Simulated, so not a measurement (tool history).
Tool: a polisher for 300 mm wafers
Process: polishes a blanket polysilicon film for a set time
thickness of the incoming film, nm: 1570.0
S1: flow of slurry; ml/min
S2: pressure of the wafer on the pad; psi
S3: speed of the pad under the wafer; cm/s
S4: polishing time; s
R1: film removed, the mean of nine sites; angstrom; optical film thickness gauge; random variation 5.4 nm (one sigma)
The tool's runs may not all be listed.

run 1 day=0.000 | S1=235 S2=3.3 S3=108 S4=67 | R1=6353.9
run 2 day=0.333 | S1=235 S2=3.3 S3=108 S4=71 | R1=6954.8
run 3 day=0.633 | S1=290 S2=3.3 S3=108 S4=71 | R1=6857.5
run 4 day=0.771 | S1=290 S2=3.8 S3=108 S4=71 | R1=7961.8
run 5 day=1.142 | S1=290 S2=3.5 S3=108 S4=71 | R1=7318.0
-- day=1.200 worn pad replaced by a new one
run 6 day=1.200 | S1=290 S2=3.3 S3=108 S4=71 | R1=7599.9

Forecast run 7:
run 7 day=1.350 | S1=255 S2=3.2 S3=108 S4=71 | R1=?

R1: 7116.1 angstrom
